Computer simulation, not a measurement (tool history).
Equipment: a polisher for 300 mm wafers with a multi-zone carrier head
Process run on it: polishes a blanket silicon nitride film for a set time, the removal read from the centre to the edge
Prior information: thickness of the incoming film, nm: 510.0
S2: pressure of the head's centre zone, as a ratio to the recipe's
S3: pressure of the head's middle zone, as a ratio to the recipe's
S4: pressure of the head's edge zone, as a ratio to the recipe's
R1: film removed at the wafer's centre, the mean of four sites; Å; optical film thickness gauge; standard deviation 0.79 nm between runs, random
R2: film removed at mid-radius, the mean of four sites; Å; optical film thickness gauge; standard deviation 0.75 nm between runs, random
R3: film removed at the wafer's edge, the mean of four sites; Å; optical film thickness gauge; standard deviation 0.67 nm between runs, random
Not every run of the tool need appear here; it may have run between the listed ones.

{"run": 1, "hour": 0.0, "flow of slurry (ml/min)": 315, "S2": 1, "S3": 1, "S4": 1, "polishing time (s)": 41, "R1": 474, "R2": 502.04, "R3": 495.91}
{"run": 2, "hour": 7.9, "flow of slurry (ml/min)": 315, "S2": 0.96, "S3": 1, "S4": 1, "polishing time (s)": 41, "R1": 450.99, "R2": 495.36, "R3": 497.05}
{"run": 3, "hour": 16.5, "flow of slurry (ml/min)": 315, "S2": 0.96, "S3": 1, "S4": 0.96, "polishing time (s)": 41, "R1": 454.64, "R2": 495.67, "R3": 492.58}
{"run": 4, "hour": 21.4, "flow of slurry (ml/min)": 315, "S2": 1.03, "S3": 1, "S4": 0.96, "polishing time (s)": 41, "R1": 499.17, "R2": 496.81, "R3": 495.54}
{"run": 5, "hour": 27.0, "flow of slurry (ml/min)": 315, "S2": 1.09, "S3": 1, "S4": 0.96, "polishing time (s)": 41, "R1": 513.74, "R2": 497.1, "R3": 489.28}
{"run": 6, "hour": 28.7, "flow of slurry (ml/min)": 315, "S2": 1.09, "S3": 1.03, "S4": 0.97, "polishing time (s)": 43, "R1": 542.76, "R2": 527.28, "R3": 508.49}
{"run": 7, "hour": 32.6, "flow of slurry (ml/min)": 330, "S2": 1, "S3": 1.13, "S4": 1.01, "polishing time (s)": 52, "R1": 606.23, "R2": 715.28, "R3": 633.12}
{"run": 8, "hour": 38.3, "flow of slurry (ml/min)": 330, "S2": 1.01, "S3": 1.13, "S4": 1, "polishing time (s)": 52, "R1": 617.15, "R2": 687.7, "R3": 631.66}
{"run": 9, "hour": 40.1, "flow of slurry (ml/min)": 330, "S2": 1.01, "S3": 1.14, "S4": 0.99, "polishing time (s)": 52, "R1": 609.77, "R2": 686.57, "R3": 631.7}
{"run": 10, "hour": 41.0, "flow of slurry (ml/min)": 335, "S2": 1.02, "S3": 1.15, "S4": 0.99, "polishing time (s)": 52, "R1": 622.61, "R2": 709.77, "R3": 642.76}

Estimate the outcome of run 11 from the log above:
{"run": 11, "hour": 48.0, "flow of slurry (ml/min)": 325, "S2": 1.03, "S3": 1.16, "S4": 0.99, "polishing time (s)": 51, "R1": "?", "R2": "?", "R3": "?"}

R1: 617.86 Å
R2: 701.21 Å
R3: 617.42 Å

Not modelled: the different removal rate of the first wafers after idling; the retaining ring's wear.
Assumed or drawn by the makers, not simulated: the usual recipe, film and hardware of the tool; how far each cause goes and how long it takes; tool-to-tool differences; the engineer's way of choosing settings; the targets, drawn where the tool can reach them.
